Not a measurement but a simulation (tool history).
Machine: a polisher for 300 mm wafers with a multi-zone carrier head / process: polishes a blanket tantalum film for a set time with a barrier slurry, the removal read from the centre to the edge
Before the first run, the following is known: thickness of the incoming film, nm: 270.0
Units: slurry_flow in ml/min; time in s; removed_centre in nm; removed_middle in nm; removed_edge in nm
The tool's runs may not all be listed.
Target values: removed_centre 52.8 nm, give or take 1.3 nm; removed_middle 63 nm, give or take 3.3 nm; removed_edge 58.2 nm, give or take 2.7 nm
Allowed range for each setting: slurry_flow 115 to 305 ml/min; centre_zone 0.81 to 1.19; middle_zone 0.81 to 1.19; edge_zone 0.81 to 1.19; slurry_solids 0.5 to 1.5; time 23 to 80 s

run,day,slurry_flow,centre_zone,middle_zone,edge_zone,slurry_solids,time,removed_centre,removed_middle,removed_edge
1,0,195,1,1,1,1,51,72.2,70.98,71.767
2,0.029,215,1,1,1,1,51,74.277,72.388,71.508
3,0.117,210,0.95,1,0.96,0.85,51,64.144,67.086,65.868
4,0.204,210,0.95,0.96,0.96,0.85,51,64.927,66.352,65.094
5,0.575,195,0.91,0.96,0.92,0.85,51,60.618,65.038,64.737
6,0.808,195,0.95,0.96,0.92,0.85,51,64.041,63.362,62.142
7,1.05,185,0.92,0.98,0.89,0.85,51,61.904,64.365,62.305
8,1.183,185,0.89,0.99,0.87,0.8,51,58.406,63.376,60.731
9,1.458,180,0.87,1,0.85,0.8,51,56.503,63.247,59.44
10,1.696,135,0.83,1.03,0.85,0.8,51,50.988,62.535,57.146

Which one of the following 5 next-run settings gets every result inside its allowed miss? There is exactly one.
A,1.933,140,0.87,1.06,0.84,0.7,51,?,?,?
B,1.933,140,0.85,1.02,0.85,0.65,58,?,?,?
C,1.933,185,0.82,1,0.9,0.65,54,?,?,?
D,1.933,150,0.86,1.01,0.82,0.8,52,?,?,?
E,1.933,115,0.87,0.92,0.87,0.9,50,?,?,?

move,removed_centre,removed_middle,removed_edge
A,50.021,61.802,51.641
B,53.124,65.059,56.489
C,50.231,62.394,55.835
D,54.821,65.7,56.427
E,52.974,58.445,56.657
A: its largest miss is bigger than the last run's
B: every result within its allowed miss
C: its largest miss is bigger than the last run's
D: takes the result that was furthest off past its target
E: the furthest-off result lands on target, but another misses its tolerance
Correct choice: B, which meets every target
